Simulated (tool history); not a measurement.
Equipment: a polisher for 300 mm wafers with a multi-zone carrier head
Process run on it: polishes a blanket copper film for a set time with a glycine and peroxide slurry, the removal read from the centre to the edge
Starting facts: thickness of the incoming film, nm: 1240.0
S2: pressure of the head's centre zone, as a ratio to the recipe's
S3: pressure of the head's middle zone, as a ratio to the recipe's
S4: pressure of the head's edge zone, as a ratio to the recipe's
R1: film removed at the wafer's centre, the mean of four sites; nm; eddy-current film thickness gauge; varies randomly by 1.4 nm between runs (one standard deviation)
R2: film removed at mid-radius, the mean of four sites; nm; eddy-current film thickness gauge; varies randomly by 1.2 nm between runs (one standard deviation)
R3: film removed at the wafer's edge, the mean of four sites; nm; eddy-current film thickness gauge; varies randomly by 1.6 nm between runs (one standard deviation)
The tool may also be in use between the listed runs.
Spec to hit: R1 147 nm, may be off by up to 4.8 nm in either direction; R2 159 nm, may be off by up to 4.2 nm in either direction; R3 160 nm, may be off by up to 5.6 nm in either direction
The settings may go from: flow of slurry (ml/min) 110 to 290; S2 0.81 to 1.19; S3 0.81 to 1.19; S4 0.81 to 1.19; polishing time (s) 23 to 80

run 1 day=0 | flow_of_slurry_(ml/min)=185 S2=1 S3=1 S4=1 polishing_time_(s)=51 | R1=257.99 R2=255.21 R3=254.66
run 2 day=0.246 | flow_of_slurry_(ml/min)=185 S2=1 S3=1 S4=0.94 polishing_time_(s)=51 | R1=253.56 R2=256.58 R3=248.33
run 3 day=0.596 | flow_of_slurry_(ml/min)=180 S2=0.97 S3=0.98 S4=0.92 polishing_time_(s)=46 | R1=221.55 R2=229.32 R3=226.48
run 4 day=0.908 | flow_of_slurry_(ml/min)=175 S2=0.96 S3=0.97 S4=0.9 polishing_time_(s)=42 | R1=202.77 R2=206.05 R3=202.8
run 5 day=1.017 | flow_of_slurry_(ml/min)=175 S2=0.96 S3=1.05 S4=0.9 polishing_time_(s)=42 | R1=201.18 R2=219.75 R3=200.51
run 6 day=1.142 | flow_of_slurry_(ml/min)=210 S2=0.96 S3=1.05 S4=0.9 polishing_time_(s)=42 | R1=207.45 R2=226.19 R3=204.83
run 7 day=1.512 | flow_of_slurry_(ml/min)=200 S2=0.94 S3=1.02 S4=0.89 polishing_time_(s)=39 | R1=186.48 R2=200.41 R3=190.51
run 8 day=1.758 | flow_of_slurry_(ml/min)=195 S2=0.92 S3=1 S4=0.87 polishing_time_(s)=37 | R1=171.75 R2=188.1 R3=174.25
run 9 day=1.892 | flow_of_slurry_(ml/min)=190 S2=0.9 S3=0.97 S4=0.86 polishing_time_(s)=37 | R1=169.63 R2=181.85 R3=172.04
run 10 day=2.208 | flow_of_slurry_(ml/min)=185 S2=0.88 S3=0.95 S4=0.86 polishing_time_(s)=37 | R1=162.71 R2=178.69 R3=173.66
run 11 day=2.258 | flow_of_slurry_(ml/min)=185 S2=0.87 S3=0.93 S4=0.85 polishing_time_(s)=36 | R1=155.7 R2=170.63 R3=165.9
run 12 day=2.525 | flow_of_slurry_(ml/min)=180 S2=0.86 S3=0.92 S4=0.84 polishing_time_(s)=36 | R1=155.57 R2=167.36 R3=166.52
run 13 day=2.708 | flow_of_slurry_(ml/min)=140 S2=0.83 S3=0.92 S4=0.81 polishing_time_(s)=35 | R1=137.67 R2=156.04 R3=154.19
run 14 day=2.733 | flow_of_slurry_(ml/min)=145 S2=0.84 S3=0.92 S4=0.82 polishing_time_(s)=35 | R1=140.6 R2=157.21 R3=156.04

Which single option among these 5 for the next run brings every result within its allowed miss of target? Just one does.
run A day=2.758 | flow_of_slurry_(ml/min)=120 S2=0.81 S3=0.85 S4=0.93 polishing_time_(s)=37 | R1=? R2=? R3=?
run B day=2.758 | flow_of_slurry_(ml/min)=140 S2=0.86 S3=0.9 S4=0.81 polishing_time_(s)=34 | R1=? R2=? R3=?
run C day=2.758 | flow_of_slurry_(ml/min)=125 S2=0.81 S3=1 S4=0.82 polishing_time_(s)=37 | R1=? R2=? R3=?
run D day=2.758 | flow_of_slurry_(ml/min)=155 S2=0.83 S3=0.95 S4=0.86 polishing_time_(s)=34 | R1=? R2=? R3=?
run E day=2.758 | flow_of_slurry_(ml/min)=115 S2=0.88 S3=0.92 S4=0.81 polishing_time_(s)=38 | R1=? R2=? R3=?

move=A R1=135.74 R2=148.52 R3=166.02
move=B R1=138.8 R2=148.94 R3=147.34
move=C R1=137.68 R2=172.04 R3=157.76
move=D R1=137.46 R2=159.4 R3=153.66
move=E R1=149.48 R2=160.79 R3=158.68
A: moves away from the targets compared with the last run
B: moves away from the targets compared with the last run
C: moves away from the targets compared with the last run
D: moves away from the targets compared with the last run
E: every result within its allowed miss
Answer: E
